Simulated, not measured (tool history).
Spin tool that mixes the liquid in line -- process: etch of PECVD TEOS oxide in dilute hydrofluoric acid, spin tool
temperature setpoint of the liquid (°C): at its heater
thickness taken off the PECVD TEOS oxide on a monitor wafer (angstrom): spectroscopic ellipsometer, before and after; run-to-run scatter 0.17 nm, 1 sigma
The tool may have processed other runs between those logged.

| run | hour | temperature setpoint of the liquid (°C) | parts of water to one part of 49 % hydrofluoric acid (parts by volume) | time under the liquid (s) | thickness taken off the PECVD TEOS oxide on a monitor wafer (angstrom) |
|---|---|---|---|---|---|
| 1 | 0.0 | 23.0 | 230 | 280 | 241.56 |
| 2 | 2.3 | 23.0 | 160 | 280 | 371.63 |
| 3 | 4.8 | 23.0 | 80 | 280 | 833.35 |
| 4 | 7.2 | 26.0 | 80 | 280 | 926.01 |
| 5 | 10.1 | 24.0 | 115 | 280 | 583.21 |
| 6 | 15.9 | 22.5 | 140 | 280 | 436.64 |

What will run 7 give?
| 7 | 21.4 | 21.0 | 155 | 280 | ? |

{"run 7": {"thickness taken off the PECVD TEOS oxide on a monitor wafer (angstrom)": 367.61}}

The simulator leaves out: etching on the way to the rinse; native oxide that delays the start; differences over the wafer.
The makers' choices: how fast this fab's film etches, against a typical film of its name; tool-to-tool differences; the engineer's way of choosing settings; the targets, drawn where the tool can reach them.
